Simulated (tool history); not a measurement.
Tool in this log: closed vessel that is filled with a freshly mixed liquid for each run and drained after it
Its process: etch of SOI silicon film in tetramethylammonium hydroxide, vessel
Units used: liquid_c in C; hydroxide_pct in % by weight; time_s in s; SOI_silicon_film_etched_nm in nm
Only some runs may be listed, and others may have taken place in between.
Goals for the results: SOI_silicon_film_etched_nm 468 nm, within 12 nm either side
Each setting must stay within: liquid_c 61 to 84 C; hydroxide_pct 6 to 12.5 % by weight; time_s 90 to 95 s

run 1 hour=0 | liquid_c=74 hydroxide_pct=8.5 time_s=90 | SOI_silicon_film_etched_nm=833.59
run 2 hour=6.9 | liquid_c=71.5 hydroxide_pct=8.5 time_s=90 | SOI_silicon_film_etched_nm=717.87
run 3 hour=9.9 | liquid_c=69.5 hydroxide_pct=8.5 time_s=90 | SOI_silicon_film_etched_nm=639.24
run 4 hour=18.1 | liquid_c=69.5 hydroxide_pct=8.5 time_s=95 | SOI_silicon_film_etched_nm=671.69
run 5 hour=22.6 | liquid_c=72.5 hydroxide_pct=8.5 time_s=95 | SOI_silicon_film_etched_nm=802.18
run 6 hour=29.6 | liquid_c=72.5 hydroxide_pct=8.5 time_s=90 | SOI_silicon_film_etched_nm=759.23
run 7 hour=38.2 | liquid_c=70.5 hydroxide_pct=8.5 time_s=90 | SOI_silicon_film_etched_nm=678.36
run 8 hour=41.8 | liquid_c=69 hydroxide_pct=8.5 time_s=90 | SOI_silicon_film_etched_nm=620.7
run 9 hour=46.9 | liquid_c=67.5 hydroxide_pct=8.5 time_s=90 | SOI_silicon_film_etched_nm=564.71
run 10 hour=52.5 | liquid_c=66.5 hydroxide_pct=8.5 time_s=90 | SOI_silicon_film_etched_nm=530.38

Below are 4 possible settings for the next run. Only one of them brings all results inside the allowed miss of their targets. Which is it?
run A hour=58.1 | liquid_c=65.5 hydroxide_pct=10 time_s=90 | SOI_silicon_film_etched_nm=?
run B hour=58.1 | liquid_c=62 hydroxide_pct=8 time_s=95 | SOI_silicon_film_etched_nm=?
run C hour=58.1 | liquid_c=63.5 hydroxide_pct=8.5 time_s=90 | SOI_silicon_film_etched_nm=?
run D hour=58.1 | liquid_c=66 hydroxide_pct=9.5 time_s=90 | SOI_silicon_film_etched_nm=?

move=A SOI_silicon_film_etched_nm=471.01
move=B SOI_silicon_film_etched_nm=435.58
move=C SOI_silicon_film_etched_nm=443.59
move=D SOI_silicon_film_etched_nm=495.62
A: hits every target within its allowed miss
B: moves the result that the last run missed by most past its target, out the other side
C: moves the result that the last run missed by most past its target, out the other side
D: better than the last run, though not everything is in spec
Answer: A
